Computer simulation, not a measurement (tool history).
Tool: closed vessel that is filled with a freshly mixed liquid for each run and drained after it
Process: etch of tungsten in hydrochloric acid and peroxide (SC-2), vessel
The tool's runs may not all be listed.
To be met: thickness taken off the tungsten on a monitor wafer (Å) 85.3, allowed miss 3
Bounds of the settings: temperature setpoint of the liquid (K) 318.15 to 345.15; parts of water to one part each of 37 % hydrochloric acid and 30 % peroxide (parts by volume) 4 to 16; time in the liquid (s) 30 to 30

run,hour,temperature setpoint of the liquid (K),parts of water to one part each of 37 % hydrochloric acid and 30 % peroxide (parts by volume),time in the liquid (s),thickness taken off the tungsten on a monitor wafer (Å)
1,0,334.15,9,30,176.98
2,8.3,334.15,9,30,179.62
3,16.4,334.15,6.5,30,234.77
4,21.6,337.15,6.5,30,275.19
5,24.1,337.15,6.5,30,279.17
6,32.8,337.15,6.5,30,280.8
7,36.7,331.15,6.5,30,189.57
8,39.7,323.15,6.5,30,114.53
9,47.3,323.15,6.5,30,114.71
10,53.7,318.15,6.5,30,80.013

5 next moves are on the table. One of them brings every result within its allowed miss. Which?
A,60.1,320.15,6.5,30,?
B,60.1,320.65,6.5,30,?
C,60.1,319.65,7,30,?
D,60.1,318.65,7,30,?
E,60.1,321.15,7,30,?

move,thickness taken off the tungsten on a monitor wafer (Å)
A,92.582
B,95.775
C,84.514
D,78.929
E,93.565
A: takes the result that was furthest off past its target
B: takes the result that was furthest off past its target
C: meets every target
D: further off than the last run
E: takes the result that was furthest off past its target
Move C is the one to make.
